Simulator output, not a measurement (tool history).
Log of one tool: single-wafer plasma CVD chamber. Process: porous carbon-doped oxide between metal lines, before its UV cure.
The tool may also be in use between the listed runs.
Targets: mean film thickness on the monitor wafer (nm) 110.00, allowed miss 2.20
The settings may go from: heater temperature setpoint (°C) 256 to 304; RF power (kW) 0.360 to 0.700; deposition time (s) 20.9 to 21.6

run  hour  heater temperature setpoint (°C)  RF power (kW)  deposition time (s)  mean film thickness on the monitor wafer (nm)
  1   0.0                               280          0.530                 20.9                                         140.22
  2   8.6                               287          0.500                 20.9                                         128.72
  3  10.8                               287          0.500                 20.9                                         128.32
  4  11.4                               292          0.485                 20.9                                         122.16
  5  17.3                               292          0.485                 20.9                                         121.63
  6  18.4                               295          0.480                 20.9                                         119.52
  7  21.0                               304          0.435                 20.9                                         103.96
  8  22.2                               304          0.435                 20.9                                         104.62
  9  24.7                               302          0.435                 20.9                                         105.94
 10  31.1                               300          0.435                 20.9                                         106.44
 11  39.4                               299          0.435                 20.9                                         106.84
 12  44.7                               298          0.435                 20.9                                         107.61
 13  45.8                               298          0.435                 20.9                                         108.25

Which of these 4 next moves meets every target?
  A  46.9                               292          0.410                 20.9                                              ?
  B  46.9                               291          0.385                 21.6                                              ?
  C  46.9                               293          0.415                 21.6                                              ?
  D  46.9                               291          0.390                 21.6                                              ?

move  mean film thickness on the monitor wafer (nm)
   A                                         104.61
   B                                         102.40
   C                                         108.61
   D                                         103.66
A: further off than the last run
B: further off than the last run
C: meets every target
D: further off than the last run
Answer: C
